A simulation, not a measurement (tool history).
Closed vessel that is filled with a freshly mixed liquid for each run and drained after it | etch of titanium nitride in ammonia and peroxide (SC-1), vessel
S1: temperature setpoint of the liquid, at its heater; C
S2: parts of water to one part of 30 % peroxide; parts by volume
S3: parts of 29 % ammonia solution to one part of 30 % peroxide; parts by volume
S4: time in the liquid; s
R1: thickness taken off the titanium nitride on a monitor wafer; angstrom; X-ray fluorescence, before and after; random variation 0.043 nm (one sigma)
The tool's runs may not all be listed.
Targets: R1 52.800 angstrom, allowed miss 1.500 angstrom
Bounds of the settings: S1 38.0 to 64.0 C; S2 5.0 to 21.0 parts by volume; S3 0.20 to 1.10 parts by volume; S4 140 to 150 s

| run | hour | S1 | S2 | S3 | S4 | R1 |
|---|---|---|---|---|---|---|
| 1 | 0.0 | 48.0 | 11.5 | 0.60 | 140 | 61.181 |
| 2 | 1.2 | 42.0 | 11.5 | 0.60 | 140 | 38.790 |
| 3 | 4.3 | 43.5 | 11.5 | 0.60 | 140 | 43.241 |
| 4 | 9.4 | 44.5 | 11.5 | 0.60 | 140 | 47.026 |
| 5 | 17.9 | 40.0 | 11.5 | 0.60 | 140 | 34.515 |
| 6 | 19.7 | 42.0 | 11.5 | 0.60 | 140 | 39.117 |
|  | 21.3 | new drum of ammonia solution connected |
| 7 | 21.3 | 43.5 | 11.5 | 0.60 | 140 | 44.865 |
| 8 | 30.6 | 44.0 | 11.5 | 0.60 | 140 | 46.411 |

5 next moves are on the table. One of them brings every result within its allowed miss. Which?
| A | 39.9 | 45.0 | 10.0 | 0.50 | 150 | ? |
| B | 39.9 | 42.0 | 5.5 | 0.35 | 140 | ? |
| C | 39.9 | 47.5 | 14.0 | 0.55 | 150 | ? |
| D | 39.9 | 46.5 | 10.0 | 0.30 | 150 | ? |
| E | 39.9 | 44.0 | 14.5 | 0.65 | 140 | ? |

| move | R1 |
|---|---|
| A | 55.922 |
| B | 53.345 |
| C | 56.843 |
| D | 56.805 |
| E | 41.745 |
A: takes the result that was furthest off past its target
B: meets every target
C: takes the result that was furthest off past its target
D: takes the result that was furthest off past its target
E: further off than the last run
The right move is B.
